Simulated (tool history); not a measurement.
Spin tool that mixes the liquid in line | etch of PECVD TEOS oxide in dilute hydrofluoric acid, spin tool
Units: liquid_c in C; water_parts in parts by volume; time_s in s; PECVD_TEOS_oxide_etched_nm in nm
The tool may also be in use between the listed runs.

run,hour,liquid_c,water_parts,time_s,PECVD_TEOS_oxide_etched_nm
1,0,25,185,320,19.957
2,3.3,26.5,150,325,27.473
3,7.6,28,125,325,36.505
4,8.9,29,110,325,43.823
5,16.9,29,110,320,42.333
6,22.9,27.5,110,320,40.64
7,30.7,31.5,40,320,142.67
8,34.7,31.5,40,320,144.57
9,35.7,29.5,40,320,131.99
10,41,27,45,320,105.81
11,46.9,25,45,320,97.407
12,48.4,23.5,45,320,91.682
13,49.3,22.5,45,320,87.045
14,55.7,21.5,45,320,84.241
15,62.9,17.5,50,320,64.652
16,71.6,18,50,320,65.549
17,74.6,18.5,50,320,65.625
18,79.2,19,50,320,67.032
19,80.9,19.5,50,320,68.815
# hour 87.6: hydrofluoric acid flow meter replaced
20,87.6,20,50,320,68.253

Forecast run 21:
21,88.2,20.5,50,320,?

{"run 21": {"PECVD_TEOS_oxide_etched_nm": 68.614}}
